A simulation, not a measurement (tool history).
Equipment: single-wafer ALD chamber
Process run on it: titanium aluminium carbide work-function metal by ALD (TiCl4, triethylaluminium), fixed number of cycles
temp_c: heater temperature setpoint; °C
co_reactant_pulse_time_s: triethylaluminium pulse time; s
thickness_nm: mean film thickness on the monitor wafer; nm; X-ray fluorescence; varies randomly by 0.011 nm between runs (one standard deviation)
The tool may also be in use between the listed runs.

{"run": 1, "day": 0.0, "temp_c": 305, "co_reactant_pulse_time_s": 9.44, "thickness_nm": 1.8898}
{"run": 2, "day": 0.258, "temp_c": 296, "co_reactant_pulse_time_s": 9.44, "thickness_nm": 1.8536}
{"run": 3, "day": 0.529, "temp_c": 301, "co_reactant_pulse_time_s": 10.89, "thickness_nm": 1.9152}
{"run": 4, "day": 0.629, "temp_c": 305, "co_reactant_pulse_time_s": 11.84, "thickness_nm": 1.9375}
{"run": 5, "day": 0.879, "temp_c": 311, "co_reactant_pulse_time_s": 12.8, "thickness_nm": 2.018}
{"run": 6, "day": 0.996, "temp_c": 313, "co_reactant_pulse_time_s": 13.12, "thickness_nm": 2.0232}
{"run": 7, "day": 1.096, "temp_c": 315, "co_reactant_pulse_time_s": 13.52, "thickness_nm": 2.0567}

For run 8, what comes out?
{"run": 8, "day": 1.425, "temp_c": 316, "co_reactant_pulse_time_s": 13.71, "thickness_nm": "?"}

thickness_nm: 2.0439 nm
